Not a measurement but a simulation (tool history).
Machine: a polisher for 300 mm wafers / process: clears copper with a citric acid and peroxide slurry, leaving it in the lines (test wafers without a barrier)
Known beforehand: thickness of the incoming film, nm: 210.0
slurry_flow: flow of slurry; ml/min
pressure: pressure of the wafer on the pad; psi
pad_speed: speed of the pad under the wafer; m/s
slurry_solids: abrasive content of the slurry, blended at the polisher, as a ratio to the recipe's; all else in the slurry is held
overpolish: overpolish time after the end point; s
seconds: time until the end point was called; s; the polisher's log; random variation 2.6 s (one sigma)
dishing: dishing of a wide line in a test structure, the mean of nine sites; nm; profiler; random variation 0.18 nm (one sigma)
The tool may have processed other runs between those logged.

| run | hour | slurry_flow | pressure | pad_speed | slurry_solids | overpolish | seconds | dishing |
|---|---|---|---|---|---|---|---|---|
| 1 | 0.0 | 300 | 2.4 | 1.24 | 1.0 | 17 | 132.03 | 22.1710 |
| 2 | 6.0 | 300 | 2.3 | 1.24 | 1.0 | 15 | 141.60 | 20.0840 |
| 3 | 13.9 | 300 | 2.3 | 1.18 | 1.0 | 14 | 144.61 | 18.2350 |
| 4 | 22.5 | 305 | 2.3 | 1.14 | 1.0 | 13 | 149.07 | 16.5160 |
| 5 | 26.1 | 305 | 2.3 | 0.96 | 1.0 | 13 | 168.29 | 14.9160 |
| 6 | 32.2 | 325 | 2.3 | 0.94 | 1.0 | 12 | 161.49 | 13.7690 |
| 7 | 33.5 | 330 | 2.2 | 0.92 | 1.0 | 11 | 178.89 | 11.8200 |
| 8 | 37.7 | 340 | 2.2 | 0.92 | 1.0 | 10 | 175.01 | 11.2970 |
| 9 | 41.3 | 335 | 1.9 | 0.92 | 1.0 | 5 | 195.60 | 4.9029 |
| 10 | 45.1 | 335 | 2.2 | 0.78 | 1.0 | 9 | 194.43 | 8.7506 |
| 11 | 45.9 | 330 | 2.2 | 0.80 | 1.0 | 9 | 190.76 | 9.3268 |

Expected results for the next run?
|  | 50.6 | head pressure recalibrated |
| 12 | 50.6 | 320 | 2.1 | 0.82 | 1.0 | 8 | ? | ? |

{"run 12": {"seconds": 181.86, "dishing": 8.2023}}
